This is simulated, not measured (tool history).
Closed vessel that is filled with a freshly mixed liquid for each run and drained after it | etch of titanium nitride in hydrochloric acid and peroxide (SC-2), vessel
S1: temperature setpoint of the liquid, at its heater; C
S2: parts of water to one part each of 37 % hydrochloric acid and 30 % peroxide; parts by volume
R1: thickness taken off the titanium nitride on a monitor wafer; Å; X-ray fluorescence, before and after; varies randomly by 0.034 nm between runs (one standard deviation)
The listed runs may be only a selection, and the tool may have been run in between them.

Run 1, hour 0: S1 54 C, S2 8.5 parts by volume, time in the liquid (s) 30. Result: R1 16.967 Å.
Run 2, hour 5.7: S1 54 C, S2 8.5 parts by volume, time in the liquid (s) 30. Result: R1 16.836 Å.
Run 3, hour 7.7: S1 54 C, S2 8.5 parts by volume, time in the liquid (s) 30. Result: R1 16.685 Å.
Run 4, hour 12.4: S1 54 C, S2 8.5 parts by volume, time in the liquid (s) 30. Result: R1 16.861 Å.
Run 5, hour 21.1: S1 56.5 C, S2 8.5 parts by volume, time in the liquid (s) 30. Result: R1 19.754 Å.
Run 6, hour 24.3: S1 51.5 C, S2 8.5 parts by volume, time in the liquid (s) 30. Result: R1 14.304 Å.
Run 7, hour 29.7: S1 54.5 C, S2 8.5 parts by volume, time in the liquid (s) 30. Result: R1 17.396 Å.
Run 8, hour 34.5: S1 57 C, S2 8.5 parts by volume, time in the liquid (s) 30. Result: R1 20.599 Å.

Predict the results of run 9:
Run 9, hour 39.9: S1 65 C, S2 8.5 parts by volume, time in the liquid (s) 30. Result: R1 ?.

Run 9 came out at R1 34.158 Å.

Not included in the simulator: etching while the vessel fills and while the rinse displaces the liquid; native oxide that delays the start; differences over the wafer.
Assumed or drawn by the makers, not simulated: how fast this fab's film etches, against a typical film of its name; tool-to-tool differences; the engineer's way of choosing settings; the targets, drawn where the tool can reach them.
